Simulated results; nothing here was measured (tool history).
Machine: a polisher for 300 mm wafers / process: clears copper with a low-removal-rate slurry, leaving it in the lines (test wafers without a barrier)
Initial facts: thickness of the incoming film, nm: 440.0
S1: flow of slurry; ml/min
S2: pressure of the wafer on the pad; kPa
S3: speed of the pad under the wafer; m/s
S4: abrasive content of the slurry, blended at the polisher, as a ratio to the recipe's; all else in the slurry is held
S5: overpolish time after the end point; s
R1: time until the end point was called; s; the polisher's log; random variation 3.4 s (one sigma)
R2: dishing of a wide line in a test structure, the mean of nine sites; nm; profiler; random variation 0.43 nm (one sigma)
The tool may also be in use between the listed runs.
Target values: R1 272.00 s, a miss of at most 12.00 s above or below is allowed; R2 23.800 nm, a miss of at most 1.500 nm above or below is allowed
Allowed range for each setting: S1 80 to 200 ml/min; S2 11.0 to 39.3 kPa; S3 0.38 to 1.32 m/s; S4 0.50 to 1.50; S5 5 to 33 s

run 1 hour=0.0 | S1=130 S2=24.8 S3=0.84 S4=1.00 S5=17 | R1=145.85 R2=37.712
run 2 hour=2.8 | S1=130 S2=24.8 S3=0.96 S4=1.00 S5=17 | R1=127.58 R2=39.991
run 3 hour=6.9 | S1=125 S2=22.1 S3=0.92 S4=1.00 S5=17 | R1=144.87 R2=36.522
run 4 hour=11.9 | S1=125 S2=26.9 S3=0.92 S4=1.00 S5=17 | R1=126.60 R2=41.889
run 5 hour=15.8 | S1=120 S2=23.4 S3=0.88 S4=1.00 S5=17 | R1=147.20 R2=35.192
run 6 hour=22.1 | S1=120 S2=23.4 S3=0.72 S4=1.00 S5=17 | R1=171.06 R2=29.965
run 7 hour=26.6 | S1=115 S2=20.7 S3=0.70 S4=1.00 S5=18 | R1=194.65 R2=28.575
run 8 hour=30.6 | S1=115 S2=18.6 S3=0.70 S4=1.00 S5=19 | R1=210.62 R2=28.759

5 candidate next runs follow, results not yet known. Just one meets every target within its allowed miss. Identify it.
run A hour=34.6 | S1=120 S2=15.9 S3=0.62 S4=1.05 S5=32 | R1=? R2=?
run B hour=34.6 | S1=165 S2=33.8 S3=0.72 S4=0.75 S5=11 | R1=? R2=?
run C hour=34.6 | S1=115 S2=11.0 S3=0.62 S4=0.95 S5=25 | R1=? R2=?
run D hour=34.6 | S1=115 S2=16.5 S3=0.94 S4=1.05 S5=12 | R1=? R2=?
run E hour=34.6 | S1=105 S2=15.2 S3=0.58 S4=1.15 S5=20 | R1=? R2=?

move=A R1=250.72 R2=37.274
move=B R1=138.24 R2=24.990
move=C R1=318.44 R2=24.191
move=D R1=171.85 R2=21.916
move=E R1=274.11 R2=22.776
A: lands further from the targets than the last run did
B: lands further from the targets than the last run did
C: pushes the last run's worst result past its target
D: lands further from the targets than the last run did
E: meets every target
So the answer is move E, the one that meets all the targets.

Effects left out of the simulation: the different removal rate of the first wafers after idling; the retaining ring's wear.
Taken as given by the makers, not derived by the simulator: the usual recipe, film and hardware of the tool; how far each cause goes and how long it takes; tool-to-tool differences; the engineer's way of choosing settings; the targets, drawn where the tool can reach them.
